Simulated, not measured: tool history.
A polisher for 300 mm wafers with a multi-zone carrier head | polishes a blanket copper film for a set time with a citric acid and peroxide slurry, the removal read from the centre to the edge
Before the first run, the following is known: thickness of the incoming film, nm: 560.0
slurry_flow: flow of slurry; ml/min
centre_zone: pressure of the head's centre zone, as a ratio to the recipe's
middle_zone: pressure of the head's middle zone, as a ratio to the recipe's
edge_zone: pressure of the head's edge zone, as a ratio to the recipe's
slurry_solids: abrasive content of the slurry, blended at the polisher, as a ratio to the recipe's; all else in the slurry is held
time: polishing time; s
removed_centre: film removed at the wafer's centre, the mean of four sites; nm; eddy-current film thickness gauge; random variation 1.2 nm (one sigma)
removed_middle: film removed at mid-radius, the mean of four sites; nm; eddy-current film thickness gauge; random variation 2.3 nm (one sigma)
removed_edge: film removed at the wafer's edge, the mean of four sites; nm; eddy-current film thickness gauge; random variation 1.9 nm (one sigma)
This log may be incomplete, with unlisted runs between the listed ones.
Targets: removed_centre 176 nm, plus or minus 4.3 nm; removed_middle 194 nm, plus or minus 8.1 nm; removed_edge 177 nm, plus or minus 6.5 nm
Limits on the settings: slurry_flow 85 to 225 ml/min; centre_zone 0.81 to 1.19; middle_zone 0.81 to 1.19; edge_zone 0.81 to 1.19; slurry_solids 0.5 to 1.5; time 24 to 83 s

run,day,slurry_flow,centre_zone,middle_zone,edge_zone,slurry_solids,time,removed_centre,removed_middle,removed_edge
1,0,145,1,1,1,1,53,135.32,131.74,131.72
2,0.35,150,1,1.03,1.02,1.1,54,139.7,145.2,137.53
3,0.721,155,1.01,1.03,1.04,1.15,55,145.95,145.79,142.9
4,0.95,160,1.01,1.05,1.06,1.2,56,151.23,154.01,148.72
5,1.292,160,1.05,1.05,1.06,1.2,56,155.6,152.42,147.53
6,1.642,165,1.04,1.07,1.07,1.25,57,161.11,161.24,152.76
7,1.988,170,1.03,1.08,1.09,1.3,57,160.87,168.64,156.6
8,2.204,175,1.03,1.08,1.1,1.35,57,163.67,169.08,163.48
9,2.45,180,1.03,1.09,1.1,1.35,57,163.66,171.02,162.31

Consider the 5 candidate settings below. Which is the only one whose results all fall within their allowed miss of target?
A,2.696,225,1.18,0.97,1.14,1.3,54,?,?,?
B,2.696,195,1.1,1.09,1.11,1.15,55,?,?,?
C,2.696,185,0.99,1.13,1.09,1.25,64,?,?,?
D,2.696,215,0.87,0.86,1.19,1.5,60,?,?,?
E,2.696,185,0.85,1.02,1.01,1.2,65,?,?,?

move,removed_centre,removed_middle,removed_edge
A,179.53,149.44,154.56
B,163.83,160.85,149.13
C,174.41,194.62,173.54
D,154.47,153.8,180.09
E,153.13,179.84,168.66
A: meets the target for the result that was furthest off, but another lies outside its allowed miss
B: the biggest miss grows against the last run
C: all results land within tolerance of their targets
D: the biggest miss grows against the last run
E: the biggest miss grows against the last run
Correct choice: C, which meets every target
